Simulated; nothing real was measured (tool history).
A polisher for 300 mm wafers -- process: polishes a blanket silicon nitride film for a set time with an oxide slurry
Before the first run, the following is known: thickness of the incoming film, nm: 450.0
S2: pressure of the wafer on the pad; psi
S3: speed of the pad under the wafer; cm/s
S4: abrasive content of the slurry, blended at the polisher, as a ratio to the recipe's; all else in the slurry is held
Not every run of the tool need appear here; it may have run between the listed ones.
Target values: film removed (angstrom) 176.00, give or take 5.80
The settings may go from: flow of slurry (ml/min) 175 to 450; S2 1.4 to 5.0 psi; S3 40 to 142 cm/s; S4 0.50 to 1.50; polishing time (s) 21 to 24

{"run": 1, "hour": 0.0, "flow of slurry (ml/min)": 290, "S2": 3.2, "S3": 90, "S4": 1.0, "polishing time (s)": 24, "film removed (angstrom)": 144.06}
{"run": 2, "hour": 3.0, "flow of slurry (ml/min)": 290, "S2": 3.2, "S3": 90, "S4": 1.0, "polishing time (s)": 21, "film removed (angstrom)": 125.1}
{"run": 3, "hour": 8.2, "flow of slurry (ml/min)": 290, "S2": 3.5, "S3": 90, "S4": 1.0, "polishing time (s)": 21, "film removed (angstrom)": 133.51}
{"run": 4, "hour": 14.1, "flow of slurry (ml/min)": 290, "S2": 3.9, "S3": 90, "S4": 1.0, "polishing time (s)": 21, "film removed (angstrom)": 143.82}
{"run": 5, "hour": 15.4, "flow of slurry (ml/min)": 290, "S2": 4.2, "S3": 90, "S4": 1.0, "polishing time (s)": 21, "film removed (angstrom)": 149.28}
{"run": 6, "hour": 16.4, "flow of slurry (ml/min)": 290, "S2": 3.7, "S3": 90, "S4": 1.0, "polishing time (s)": 21, "film removed (angstrom)": 138.73}
{"run": 7, "hour": 18.7, "flow of slurry (ml/min)": 290, "S2": 4.1, "S3": 92, "S4": 1.0, "polishing time (s)": 21, "film removed (angstrom)": 149.66}
{"run": 8, "hour": 25.0, "flow of slurry (ml/min)": 290, "S2": 4.4, "S3": 92, "S4": 1.0, "polishing time (s)": 21, "film removed (angstrom)": 155.98}
{"run": 9, "hour": 33.8, "flow of slurry (ml/min)": 290, "S2": 4.6, "S3": 94, "S4": 1.0, "polishing time (s)": 21, "film removed (angstrom)": 165.63}
{"run": 10, "hour": 35.8, "flow of slurry (ml/min)": 290, "S2": 4.7, "S3": 94, "S4": 1.0, "polishing time (s)": 21, "film removed (angstrom)": 165.96}
{"run": 11, "hour": 41.8, "flow of slurry (ml/min)": 290, "S2": 4.8, "S3": 94, "S4": 1.0, "polishing time (s)": 21, "film removed (angstrom)": 168.48}

5 next moves are on the table. One of them brings every result within its allowed miss. Which?
{"run": "A", "hour": 47.8, "flow of slurry (ml/min)": 360, "S2": 4.3, "S3": 80, "S4": 1.25, "polishing time (s)": 22, "film removed (angstrom)": "?"}
{"run": "B", "hour": 47.8, "flow of slurry (ml/min)": 325, "S2": 4.7, "S3": 82, "S4": 1.0, "polishing time (s)": 21, "film removed (angstrom)": "?"}
{"run": "C", "hour": 47.8, "flow of slurry (ml/min)": 290, "S2": 4.3, "S3": 88, "S4": 1.05, "polishing time (s)": 22, "film removed (angstrom)": "?"}
{"run": "D", "hour": 47.8, "flow of slurry (ml/min)": 310, "S2": 4.8, "S3": 80, "S4": 1.1, "polishing time (s)": 21, "film removed (angstrom)": "?"}
{"run": "E", "hour": 47.8, "flow of slurry (ml/min)": 305, "S2": 4.9, "S3": 90, "S4": 1.0, "polishing time (s)": 22, "film removed (angstrom)": "?"}

move=A film_removed_(angstrom)=163.72
move=B film_removed_(angstrom)=153.18
move=C film_removed_(angstrom)=160.76
move=D film_removed_(angstrom)=158.19
move=E film_removed_(angstrom)=176.24
A: moves away from the targets compared with the last run
B: moves away from the targets compared with the last run
C: moves away from the targets compared with the last run
D: moves away from the targets compared with the last run
E: every result within its allowed miss
The right move is E.
